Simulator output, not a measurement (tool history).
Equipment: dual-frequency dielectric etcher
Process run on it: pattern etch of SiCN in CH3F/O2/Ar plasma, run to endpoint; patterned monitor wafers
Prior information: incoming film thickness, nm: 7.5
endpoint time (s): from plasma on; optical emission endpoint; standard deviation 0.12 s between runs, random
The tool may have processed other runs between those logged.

run	hour	source power (W)	bias power (W)	endpoint time (s)
1	0	480	82	17.216
2	6.8	450	80	17.485
3	13	420	76	18.093
4	19.2	470	76	17.682
5	25.9	470	86	17.049
6	33.9	470	93	16.408
7	40.9	440	87	17.289

What will run 8 give?
8	44	410	83	?

endpoint time (s): 17.899
